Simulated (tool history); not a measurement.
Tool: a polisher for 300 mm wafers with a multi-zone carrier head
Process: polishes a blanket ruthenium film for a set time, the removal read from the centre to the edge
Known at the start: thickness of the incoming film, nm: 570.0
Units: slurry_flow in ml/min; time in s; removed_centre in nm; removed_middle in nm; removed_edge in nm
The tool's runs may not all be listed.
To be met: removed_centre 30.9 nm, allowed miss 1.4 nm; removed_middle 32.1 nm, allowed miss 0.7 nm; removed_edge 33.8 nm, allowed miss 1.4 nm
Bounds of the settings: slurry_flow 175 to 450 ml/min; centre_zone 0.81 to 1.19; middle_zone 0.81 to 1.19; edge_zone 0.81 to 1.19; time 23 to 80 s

run,hour,slurry_flow,centre_zone,middle_zone,edge_zone,time,removed_centre,removed_middle,removed_edge
1,0,290,1,1,1,51,38.421,38.8,37.882
2,4.2,290,1,1.07,1,51,37.914,40.584,38.341
3,6.6,285,0.98,1.04,1,51,38.292,39.679,38.451
4,11,290,0.97,1.03,1.01,50,37.557,39.014,38.518
5,14.9,290,0.97,1.11,1.01,50,36.775,41.064,38.708
6,20.4,290,0.97,1.11,1.01,39,28.903,32.154,29.416
7,26.5,290,0.97,1.1,1.03,39,28.797,31.73,29.39
8,27.3,290,0.97,1.09,1.04,39,28.387,31.547,30.103
9,33.2,295,0.98,1.08,1.05,39,28.61,31.518,30.605
# hour 38.6: worn pad replaced by a new one
10,38.6,300,0.99,1.07,1.06,39,30.578,32.982,31.842
11,44.2,300,0.99,1.06,1.07,39,30.52,32.402,32.02

Which of these 5 next moves meets every target?
A,49.8,360,0.96,1,0.9,40,?,?,?
B,49.8,305,0.98,1.02,1.12,40,?,?,?
C,49.8,290,1.1,1.17,1.09,37,?,?,?
D,49.8,250,1.07,1.15,1.01,37,?,?,?
E,49.8,300,1.01,1.14,1.07,36,?,?,?

move,removed_centre,removed_middle,removed_edge
A,31.064,32.263,31.138
B,31.169,32.37,34.263
C,31.729,33.511,31.095
D,30.516,32.583,29.649
E,28.766,31.99,30.053
A: further off than the last run
B: meets every target
C: further off than the last run
D: further off than the last run
E: further off than the last run
Answer: B
